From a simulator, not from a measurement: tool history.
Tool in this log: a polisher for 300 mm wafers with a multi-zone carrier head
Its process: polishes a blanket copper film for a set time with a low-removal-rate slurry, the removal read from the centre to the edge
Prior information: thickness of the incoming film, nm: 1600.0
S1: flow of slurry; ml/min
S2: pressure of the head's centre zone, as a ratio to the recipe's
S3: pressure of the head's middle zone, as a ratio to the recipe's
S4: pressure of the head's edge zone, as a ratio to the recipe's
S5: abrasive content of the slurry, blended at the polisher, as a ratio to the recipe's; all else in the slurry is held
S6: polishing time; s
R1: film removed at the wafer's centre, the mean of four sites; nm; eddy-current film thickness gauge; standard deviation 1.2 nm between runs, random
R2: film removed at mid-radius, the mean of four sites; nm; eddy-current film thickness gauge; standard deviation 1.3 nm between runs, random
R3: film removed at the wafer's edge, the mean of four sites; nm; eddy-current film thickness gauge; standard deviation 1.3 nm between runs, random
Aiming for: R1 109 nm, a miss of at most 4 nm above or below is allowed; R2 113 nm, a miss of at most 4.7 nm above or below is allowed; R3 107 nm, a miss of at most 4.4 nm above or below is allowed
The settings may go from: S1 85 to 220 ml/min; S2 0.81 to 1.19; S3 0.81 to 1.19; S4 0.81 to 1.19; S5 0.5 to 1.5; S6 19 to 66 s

| run | hour | S1 | S2 | S3 | S4 | S5 | S6 | R1 | R2 | R3 |
|---|---|---|---|---|---|---|---|---|---|---|
| 1 | 0 | 140 | 1 | 1 | 1 | 1 | 42 | 73.618 | 77.485 | 79.167 |
| 2 | 7.1 | 165 | 1 | 1 | 1 | 1 | 42 | 77.55 | 80.642 | 83.154 |
| 3 | 12.1 | 165 | 1 | 0.95 | 1 | 1 | 42 | 76.752 | 76.664 | 83.122 |
| 4 | 16.4 | 170 | 1.01 | 0.97 | 1.01 | 1.05 | 42 | 78.543 | 79.744 | 85.121 |
| 5 | 18.1 | 175 | 1.02 | 0.98 | 1.01 | 1.1 | 42 | 80.035 | 80.805 | 84.613 |
| 6 | 25.8 | 180 | 1.03 | 0.99 | 1.01 | 1.1 | 43 | 82.544 | 83.821 | 88.184 |
| 7 | 27.9 | 185 | 1.04 | 1 | 1.01 | 1.15 | 44 | 87.679 | 89.82 | 90.722 |
| 8 | 32.6 | 185 | 1.05 | 1.01 | 1.02 | 1.2 | 44 | 90.941 | 88.95 | 93.999 |
| 9 | 35.4 | 185 | 1.05 | 1.02 | 1.02 | 1.2 | 44 | 90.102 | 89.153 | 90.359 |
| 10 | 41 | 185 | 1.05 | 1.03 | 1.02 | 1.2 | 45 | 91.503 | 90.721 | 93.593 |
|  | 48.1 | centre zone pressure recalibrated |
| 11 | 48.1 | 215 | 1.11 | 1.13 | 1.03 | 1.45 | 46 | 113.54 | 109.96 | 100.87 |
| 12 | 56.7 | 215 | 1.1 | 1.13 | 1.04 | 1.45 | 46 | 109.99 | 109.46 | 99.273 |

Which single option among these 5 for the next run brings every result within its allowed miss of target? Just one does.
| A | 65.3 | 205 | 1.12 | 1.03 | 1.04 | 1.45 | 47 | ? | ? | ? |
| B | 65.3 | 195 | 1.05 | 0.98 | 1.06 | 1.45 | 48 | ? | ? | ? |
| C | 65.3 | 210 | 1.18 | 1.19 | 1.07 | 1.5 | 43 | ? | ? | ? |
| D | 65.3 | 165 | 1.12 | 1.1 | 1.14 | 1.5 | 46 | ? | ? | ? |
| E | 65.3 | 210 | 1.05 | 1.12 | 1.07 | 1.45 | 48 | ? | ? | ? |

| move | R1 | R2 | R3 |
|---|---|---|---|
| A | 115.14 | 102.33 | 103.58 |
| B | 109.23 | 99.49 | 106.15 |
| C | 112.37 | 107.05 | 96.688 |
| D | 109.09 | 102.92 | 103.52 |
| E | 110.68 | 112.68 | 107.26 |
A: brings the result that was furthest off to its target, and leaves another outside
B: brings the result that was furthest off to its target, and leaves another outside
C: further off than the last run
D: brings the result that was furthest off to its target, and leaves another outside
E: every result lands within tolerance
So the answer is move E, the one that meets all the targets.

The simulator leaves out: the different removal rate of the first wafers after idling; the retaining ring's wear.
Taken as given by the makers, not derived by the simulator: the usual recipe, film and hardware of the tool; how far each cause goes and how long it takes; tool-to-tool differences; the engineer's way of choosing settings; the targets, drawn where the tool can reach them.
